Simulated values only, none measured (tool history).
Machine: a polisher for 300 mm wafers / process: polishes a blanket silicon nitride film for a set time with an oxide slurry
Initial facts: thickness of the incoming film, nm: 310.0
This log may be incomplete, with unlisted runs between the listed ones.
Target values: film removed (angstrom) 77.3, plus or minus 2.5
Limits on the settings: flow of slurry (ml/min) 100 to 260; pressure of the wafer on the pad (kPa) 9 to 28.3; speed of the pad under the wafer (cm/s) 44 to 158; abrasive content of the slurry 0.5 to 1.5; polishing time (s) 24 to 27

run,hour,flow of slurry (ml/min),pressure of the wafer on the pad (kPa),speed of the pad under the wafer (cm/s),abrasive content of the slurry,polishing time (s),film removed (angstrom)
1,0,165,18.6,100,1,27,139.35
2,1.5,160,15.9,98,1,27,117.55
3,8.9,160,15.9,118,1,27,137.42
4,12.8,155,13.8,112,1,27,113.13
5,18,150,12.4,110,1,27,100.63
6,23.9,185,12.4,110,1,27,103.52
7,28.6,185,11.7,108,1,27,98.531
8,31.8,180,11,106,1,27,91.07
9,32.8,180,10.3,106,1,27,85.741

Exactly one of the 4 candidate moves below puts every result within its allowed miss. Which one?
A,33.8,205,11.7,108,1.05,27,?
B,33.8,170,13.1,92,1.1,24,?
C,33.8,190,11,106,1,27,?
D,33.8,100,9,130,1.25,24,?

move,film removed (angstrom)
A,103.59
B,90.131
C,92.278
D,78.756
A: lands further from the targets than the last run did
B: lands further from the targets than the last run did
C: lands further from the targets than the last run did
D: hits every target within its allowed miss
The right move is D.
